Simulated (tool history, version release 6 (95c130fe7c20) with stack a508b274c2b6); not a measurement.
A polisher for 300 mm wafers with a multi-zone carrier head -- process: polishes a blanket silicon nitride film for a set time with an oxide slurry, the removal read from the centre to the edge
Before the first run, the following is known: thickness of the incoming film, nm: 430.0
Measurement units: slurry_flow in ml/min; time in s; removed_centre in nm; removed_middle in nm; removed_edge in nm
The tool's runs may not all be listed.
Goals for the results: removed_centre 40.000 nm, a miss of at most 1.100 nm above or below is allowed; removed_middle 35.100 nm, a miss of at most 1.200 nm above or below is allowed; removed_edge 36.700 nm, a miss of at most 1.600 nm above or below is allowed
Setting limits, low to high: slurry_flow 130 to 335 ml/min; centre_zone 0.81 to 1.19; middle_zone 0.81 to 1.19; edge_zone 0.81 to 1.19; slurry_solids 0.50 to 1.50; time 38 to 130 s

run	hour	slurry_flow	centre_zone	middle_zone	edge_zone	slurry_solids	time	removed_centre	removed_middle	removed_edge
1	0.0	215	1.00	1.00	1.00	1.00	84	46.730	47.477	44.857
2	8.8	215	1.00	1.00	1.00	1.20	84	52.112	53.015	51.435
3	13.7	210	1.00	0.96	0.98	1.10	84	49.431	47.638	47.103
4	21.2	210	0.95	0.96	0.98	1.10	84	47.325	48.369	47.761
5	27.1	210	0.95	0.96	0.98	1.10	95	52.607	54.931	53.982
6	35.2	210	1.01	0.96	0.98	1.10	95	56.166	55.429	53.459
7	39.9	205	1.00	0.93	0.98	1.00	94	52.038	50.036	49.248
8	43.0	200	0.99	0.90	0.98	0.90	93	46.789	44.061	46.084
9	44.0	195	0.99	0.89	0.95	0.85	93	44.581	42.334	43.659
10	52.8	195	0.99	0.89	0.95	0.85	93	44.411	41.410	42.966
11	55.4	190	0.99	0.88	0.92	0.85	93	45.010	41.541	41.978
12	62.1	185	0.99	0.86	0.91	0.85	93	44.041	40.349	42.278
13	67.7	180	0.99	0.85	0.89	0.80	93	41.961	37.872	39.708

5 next moves are on the table. One of them brings every result within its allowed miss. Which?
A	73.3	130	0.96	0.81	1.00	0.90	90	?	?	?
B	73.3	195	1.10	1.04	0.81	0.75	93	?	?	?
C	73.3	190	1.00	0.81	0.92	0.70	95	?	?	?
D	73.3	180	0.86	0.85	0.97	0.95	87	?	?	?
E	73.3	205	0.98	0.81	0.83	0.90	81	?	?	?

move	removed_centre	removed_middle	removed_edge
A	41.631	37.920	44.083
B	44.084	42.777	36.143
C	37.778	32.849	36.310
D	39.083	41.200	44.893
E	40.432	35.855	37.745
A: further off than the last run
B: further off than the last run
C: the result that was furthest off in the last run now lies on the other side of its target
D: further off than the last run
E: every result within its allowed miss
Correct choice: E, which meets every target
